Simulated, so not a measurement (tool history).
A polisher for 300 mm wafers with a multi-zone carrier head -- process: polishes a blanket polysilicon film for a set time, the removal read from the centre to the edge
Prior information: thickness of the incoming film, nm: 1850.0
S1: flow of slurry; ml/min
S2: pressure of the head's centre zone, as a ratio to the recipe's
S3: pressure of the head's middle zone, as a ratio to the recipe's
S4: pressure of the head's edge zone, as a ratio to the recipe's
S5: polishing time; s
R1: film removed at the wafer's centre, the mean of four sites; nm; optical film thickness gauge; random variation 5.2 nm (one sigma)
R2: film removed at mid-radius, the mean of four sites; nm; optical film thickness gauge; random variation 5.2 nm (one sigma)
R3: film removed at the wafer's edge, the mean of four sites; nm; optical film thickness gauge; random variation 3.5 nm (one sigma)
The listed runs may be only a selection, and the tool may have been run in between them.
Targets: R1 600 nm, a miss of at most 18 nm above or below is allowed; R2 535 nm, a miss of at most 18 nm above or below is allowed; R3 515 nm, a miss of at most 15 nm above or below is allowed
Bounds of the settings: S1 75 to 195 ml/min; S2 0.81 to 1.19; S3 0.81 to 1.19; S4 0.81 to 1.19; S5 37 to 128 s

run  hour   S1    S2    S3    S4  S5      R1      R2      R3
  1     0  125     1     1     1  82  393.24  378.09  385.02
  2   4.1  125     1     1  0.97  82  387.04  390.81     381
  3   9.6  135  1.03  1.03     1  86  422.18  413.38  409.33
  4  14.2  135  1.07  1.03     1  86  439.36  416.66  407.58
  5  15.7  135  1.07  1.03  1.04  86  439.69  415.59  416.85
  6  20.3  135  1.07  0.98  1.04  86  448.81  394.07  416.97
  7  27.9  145   1.1  1.01  1.05  89   472.9  434.04  442.38
  8  31.6  155  1.12  1.01  1.04  92  516.62  449.47   462.1
  9  34.9  190  1.16  1.11  1.12  96  572.72  530.95   501.2
 10  38.4  190  1.17  1.11  1.12  96  578.33  522.28  505.58

Which of these 4 next moves meets every target?
  A  41.9  195  1.16  1.16  1.06  100   ?   ?   ?
  B  41.9  155  1.17  1.16  1.08  100   ?   ?   ?
  C  41.9  180  1.14  1.09  1.11   99   ?   ?   ?
  D  41.9  195  1.17  1.07  1.07  100   ?   ?   ?

move      R1      R2      R3
   A  598.39  579.69  509.53
   B  577.34  557.73  499.96
   C  575.02  537.29  512.01
   D  602.56  540.85  512.53
A: the furthest-off result lands on target, but another misses its tolerance
B: about the same distance from the targets as the last run
C: its largest miss is bigger than the last run's
D: meets every target
Go with D: it meets all targets.
